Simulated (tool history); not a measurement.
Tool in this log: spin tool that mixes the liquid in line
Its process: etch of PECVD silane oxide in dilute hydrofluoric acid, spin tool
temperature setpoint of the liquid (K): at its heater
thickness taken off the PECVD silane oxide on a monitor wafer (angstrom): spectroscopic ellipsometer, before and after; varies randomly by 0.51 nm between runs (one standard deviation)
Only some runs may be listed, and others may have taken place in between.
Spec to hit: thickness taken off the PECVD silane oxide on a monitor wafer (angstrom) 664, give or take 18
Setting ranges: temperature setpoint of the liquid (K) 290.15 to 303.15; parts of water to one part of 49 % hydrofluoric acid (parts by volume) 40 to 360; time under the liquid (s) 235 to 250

run  hour  temperature setpoint of the liquid (K)  parts of water to one part of 49 % hydrofluoric acid (parts by volume)  time under the liquid (s)  thickness taken off the PECVD silane oxide on a monitor wafer (angstrom)
  1     0                                  295.15                                                                     200                        235                                                                    384.12
  2   3.3                                  297.15                                                                     185                        235                                                                    451.91
  3   7.9                                  294.15                                                                     185                        235                                                                     402.8
  4  13.7                                  297.65                                                                     185                        235                                                                    452.87
  5  17.6                                  299.15                                                                     175                        235                                                                    524.54
  6  24.6                                  299.15                                                                     175                        235                                                                    514.65
  7  25.3                                  300.15                                                                     170                        235                                                                    557.68
  8  33.6                                  301.15                                                                     165                        235                                                                     603.1
  9  36.6                                  301.65                                                                     165                        235                                                                    611.77
 10  41.4                                  301.65                                                                     165                        235                                                                    607.95
 11  46.2                                  302.15                                                                     165                        235                                                                    619.93
 12  51.6                                  302.65                                                                     165                        235                                                                    622.05

4 candidate next runs follow, results not yet known. Just one meets every target within its allowed miss. Identify it.
  A    57                                  301.15                                                                     160                        235                                                                         ?
  B    57                                  301.65                                                                     145                        235                                                                         ?
  C    57                                  301.65                                                                     170                        250                                                                         ?
  D    57                                  299.15                                                                     150                        250                                                                         ?

move  thickness taken off the PECVD silane oxide on a monitor wafer (angstrom)
   A                                                                     613.8
   B                                                                     702.9
   C                                                                    618.11
   D                                                                    654.83
A: further off than the last run
B: moves the result that the last run missed by most past its target, out the other side
C: further off than the last run
D: every result within its allowed miss
The right move is D.
